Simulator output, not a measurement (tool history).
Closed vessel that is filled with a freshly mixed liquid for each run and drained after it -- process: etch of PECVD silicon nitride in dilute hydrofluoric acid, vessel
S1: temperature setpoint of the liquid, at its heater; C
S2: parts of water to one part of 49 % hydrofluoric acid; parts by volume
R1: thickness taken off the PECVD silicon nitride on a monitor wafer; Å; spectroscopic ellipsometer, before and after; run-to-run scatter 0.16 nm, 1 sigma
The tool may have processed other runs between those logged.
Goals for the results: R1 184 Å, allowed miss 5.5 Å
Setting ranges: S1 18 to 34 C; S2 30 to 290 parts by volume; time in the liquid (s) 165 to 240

run 1 hour=0 | S1=26 S2=160 time_in_the_liquid_(s)=240 | R1=91.644
run 2 hour=7 | S1=26 S2=185 time_in_the_liquid_(s)=240 | R1=78.278
run 3 hour=9.9 | S1=28.5 S2=185 time_in_the_liquid_(s)=240 | R1=91.733
run 4 hour=11.3 | S1=30.5 S2=165 time_in_the_liquid_(s)=240 | R1=117.56
run 5 hour=18.3 | S1=31.5 S2=155 time_in_the_liquid_(s)=240 | R1=134.12
run 6 hour=27.1 | S1=31.5 S2=155 time_in_the_liquid_(s)=165 | R1=90.789
run 7 hour=33.1 | S1=32.5 S2=115 time_in_the_liquid_(s)=170 | R1=136.3
run 8 hour=35.8 | S1=34 S2=85 time_in_the_liquid_(s)=170 | R1=204.11
run 9 hour=42.4 | S1=33.5 S2=85 time_in_the_liquid_(s)=170 | R1=196.19

4 next moves are on the table. One of them brings every result within its allowed miss. Which?
run A hour=49 | S1=34 S2=90 time_in_the_liquid_(s)=165 | R1=?
run B hour=49 | S1=33.5 S2=75 time_in_the_liquid_(s)=165 | R1=?
run C hour=49 | S1=34 S2=110 time_in_the_liquid_(s)=225 | R1=?
run D hour=49 | S1=31.5 S2=95 time_in_the_liquid_(s)=240 | R1=?

move=A R1=183.3
move=B R1=213.42
move=C R1=204.03
move=D R1=215.87
A: every result within its allowed miss
B: moves away from the targets compared with the last run
C: moves away from the targets compared with the last run
D: moves away from the targets compared with the last run
A is the move that brings every result within its allowed miss.

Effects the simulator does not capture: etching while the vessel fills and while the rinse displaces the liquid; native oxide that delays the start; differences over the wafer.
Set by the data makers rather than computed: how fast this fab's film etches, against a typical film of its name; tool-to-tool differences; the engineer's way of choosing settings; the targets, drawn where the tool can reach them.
